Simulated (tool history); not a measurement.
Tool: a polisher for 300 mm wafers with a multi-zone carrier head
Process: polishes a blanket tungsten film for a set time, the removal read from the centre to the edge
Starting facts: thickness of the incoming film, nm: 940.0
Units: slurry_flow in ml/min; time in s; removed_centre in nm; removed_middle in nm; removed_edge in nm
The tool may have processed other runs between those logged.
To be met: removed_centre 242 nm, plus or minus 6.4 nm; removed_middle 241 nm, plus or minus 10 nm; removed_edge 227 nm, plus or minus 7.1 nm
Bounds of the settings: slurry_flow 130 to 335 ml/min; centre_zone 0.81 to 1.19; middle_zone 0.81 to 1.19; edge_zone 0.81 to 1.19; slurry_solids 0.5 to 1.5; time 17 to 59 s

Run 1, day 0: slurry_flow 215 ml/min, centre_zone 1, middle_zone 1, edge_zone 1, slurry_solids 1, time 38 s. Result: removed_centre 176.88 nm, removed_middle 189.24 nm, removed_edge 193.44 nm.
Run 2, day 0.138: slurry_flow 270 ml/min, centre_zone 1, middle_zone 1, edge_zone 1, slurry_solids 1, time 38 s. Result: removed_centre 182.01 nm, removed_middle 198.64 nm, removed_edge 194.99 nm.
Run 3, day 0.458: slurry_flow 310 ml/min, centre_zone 1, middle_zone 1, edge_zone 1, slurry_solids 1, time 38 s. Result: removed_centre 188.23 nm, removed_middle 196.72 nm, removed_edge 198.06 nm.
Run 4, day 0.542: slurry_flow 310 ml/min, centre_zone 1, middle_zone 1, edge_zone 1, slurry_solids 0.8, time 38 s. Result: removed_centre 175.48 nm, removed_middle 185.63 nm, removed_edge 184.93 nm.
Run 5, day 0.767: slurry_flow 310 ml/min, centre_zone 1.02, middle_zone 1.01, edge_zone 1.01, slurry_solids 0.85, time 38 s. Result: removed_centre 179.47 nm, removed_middle 191.84 nm, removed_edge 189.47 nm.
Run 6, day 1.138: slurry_flow 310 ml/min, centre_zone 1.03, middle_zone 1.01, edge_zone 1.01, slurry_solids 0.9, time 38 s. Result: removed_centre 185.7 nm, removed_middle 196.41 nm, removed_edge 191.09 nm.
Run 7, day 1.471: slurry_flow 310 ml/min, centre_zone 1.04, middle_zone 1.01, edge_zone 1.02, slurry_solids 0.95, time 38 s. Result: removed_centre 189.62 nm, removed_middle 199.28 nm, removed_edge 197.18 nm.
Run 8, day 1.583: slurry_flow 310 ml/min, centre_zone 1.05, middle_zone 1.01, edge_zone 1.02, slurry_solids 1, time 38 s. Result: removed_centre 191.87 nm, removed_middle 198.54 nm, removed_edge 197.52 nm.
Run 9, day 1.775: slurry_flow 310 ml/min, centre_zone 1.06, middle_zone 1.02, edge_zone 1.02, slurry_solids 1.05, time 38 s. Result: removed_centre 197.88 nm, removed_middle 205.89 nm, removed_edge 203.52 nm.
Run 10, day 1.846: slurry_flow 310 ml/min, centre_zone 1.06, middle_zone 1.02, edge_zone 1.02, slurry_solids 1.05, time 38 s. Result: removed_centre 194.46 nm, removed_middle 200.61 nm, removed_edge 201.84 nm.
Run 11, day 2.1: slurry_flow 310 ml/min, centre_zone 1.07, middle_zone 1.03, edge_zone 1.01, slurry_solids 1.1, time 38 s. Result: removed_centre 201.23 nm, removed_middle 208.33 nm, removed_edge 201.75 nm.
Run 12, day 2.367: slurry_flow 310 ml/min, centre_zone 1.08, middle_zone 1.03, edge_zone 1.01, slurry_solids 1.15, time 38 s. Result: removed_centre 203.68 nm, removed_middle 208.2 nm, removed_edge 205.49 nm.
Run 13, day 2.633: slurry_flow 310 ml/min, centre_zone 1.08, middle_zone 1.03, edge_zone 1.01, slurry_solids 1.15, time 38 s. Result: removed_centre 204.37 nm, removed_middle 209.24 nm, removed_edge 207.45 nm.
At day 2.804: centre zone pressure recalibrated.
Run 14, day 2.804: slurry_flow 310 ml/min, centre_zone 1.09, middle_zone 1.04, edge_zone 1.01, slurry_solids 1.2, time 38 s. Result: removed_centre 217.4 nm, removed_middle 213.58 nm, removed_edge 208.02 nm.
Run 15, day 2.862: slurry_flow 310 ml/min, centre_zone 1.09, middle_zone 1.05, edge_zone 1.02, slurry_solids 1.2, time 38 s. Result: removed_centre 220.04 nm, removed_middle 212.41 nm, removed_edge 210.04 nm.
Run 16, day 3.158: slurry_flow 310 ml/min, centre_zone 1.08, middle_zone 1.06, edge_zone 1.01, slurry_solids 1.2, time 38 s. Result: removed_centre 219.33 nm, removed_middle 214.87 nm, removed_edge 206.92 nm.

Exercise: of the 5 proposed moves below, exactly one satisfies all targets within the stated allowed misses. Which move is it?
Run A, day 3.454: slurry_flow 310 ml/min, centre_zone 1.12, middle_zone 1.08, edge_zone 1.04, slurry_solids 1.35, time 37 s. Result: removed_centre ?, removed_middle ?, removed_edge ?.
Run B, day 3.454: slurry_flow 290 ml/min, centre_zone 0.91, middle_zone 1.05, edge_zone 0.88, slurry_solids 0.7, time 55 s. Result: removed_centre ?, removed_middle ?, removed_edge ?.
Run C, day 3.454: slurry_flow 320 ml/min, centre_zone 1.08, middle_zone 0.92, edge_zone 1.12, slurry_solids 1.25, time 41 s. Result: removed_centre ?, removed_middle ?, removed_edge ?.
Run D, day 3.454: slurry_flow 315 ml/min, centre_zone 1.1, middle_zone 1.06, edge_zone 0.96, slurry_solids 1.4, time 37 s. Result: removed_centre ?, removed_middle ?, removed_edge ?.
Run E, day 3.454: slurry_flow 335 ml/min, centre_zone 1.11, middle_zone 1.11, edge_zone 1.06, slurry_solids 1.15, time 41 s. Result: removed_centre ?, removed_middle ?, removed_edge ?.

move  removed_centre  removed_middle  removed_edge
   A          224.99           219.5        213.42
   B          238.77          264.89        243.99
   C          238.16          208.68        241.43
   D          224.51          218.52        207.64
   E          238.98          240.07         229.7
A: nearer than the last run, and not there yet
B: corrects the largest miss of the last run, while another result sits out of spec
C: corrects the largest miss of the last run, while another result sits out of spec
D: nearer than the last run, and not there yet
E: every result within its allowed miss
E is the move that brings every result within its allowed miss.

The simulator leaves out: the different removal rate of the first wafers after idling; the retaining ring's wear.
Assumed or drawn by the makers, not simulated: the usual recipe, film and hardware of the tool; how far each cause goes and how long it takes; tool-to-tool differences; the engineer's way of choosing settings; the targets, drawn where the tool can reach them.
